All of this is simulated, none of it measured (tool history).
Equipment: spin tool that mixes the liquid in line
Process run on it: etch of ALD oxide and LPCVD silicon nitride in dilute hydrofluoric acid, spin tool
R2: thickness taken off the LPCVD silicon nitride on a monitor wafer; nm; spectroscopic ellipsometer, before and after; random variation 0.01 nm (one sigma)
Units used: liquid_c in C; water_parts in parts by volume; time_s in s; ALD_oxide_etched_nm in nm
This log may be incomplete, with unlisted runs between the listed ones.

{"run": 1, "hour": 0.0, "liquid_c": 24.0, "water_parts": 115, "time_s": 180, "ALD_oxide_etched_nm": 27.488, "R2": 0.7232}
{"run": 2, "hour": 5.2, "liquid_c": 21.5, "water_parts": 115, "time_s": 180, "ALD_oxide_etched_nm": 24.884, "R2": 0.59147}
{"run": 3, "hour": 6.5, "liquid_c": 19.0, "water_parts": 115, "time_s": 180, "ALD_oxide_etched_nm": 22.614, "R2": 0.503}
{"run": 4, "hour": 12.3, "liquid_c": 19.0, "water_parts": 140, "time_s": 180, "ALD_oxide_etched_nm": 18.055, "R2": 0.42032}
{"run": 5, "hour": 15.0, "liquid_c": 19.0, "water_parts": 160, "time_s": 175, "ALD_oxide_etched_nm": 15.021, "R2": 0.35342}
{"run": 6, "hour": 21.2, "liquid_c": 19.5, "water_parts": 175, "time_s": 165, "ALD_oxide_etched_nm": 13.017, "R2": 0.32664}
{"run": 7, "hour": 24.0, "liquid_c": 19.5, "water_parts": 185, "time_s": 160, "ALD_oxide_etched_nm": 11.803, "R2": 0.30493}
{"run": 8, "hour": 25.1, "liquid_c": 19.5, "water_parts": 190, "time_s": 155, "ALD_oxide_etched_nm": 11.025, "R2": 0.28675}
{"run": 9, "hour": 29.1, "liquid_c": 19.5, "water_parts": 190, "time_s": 155, "ALD_oxide_etched_nm": 11.05, "R2": 0.27802}

What will run 10 give?
{"run": 10, "hour": 35.5, "liquid_c": 19.5, "water_parts": 195, "time_s": 150, "ALD_oxide_etched_nm": "?", "R2": "?"}

{"run 10": {"ALD_oxide_etched_nm": 10.34, "R2": 0.26404}}

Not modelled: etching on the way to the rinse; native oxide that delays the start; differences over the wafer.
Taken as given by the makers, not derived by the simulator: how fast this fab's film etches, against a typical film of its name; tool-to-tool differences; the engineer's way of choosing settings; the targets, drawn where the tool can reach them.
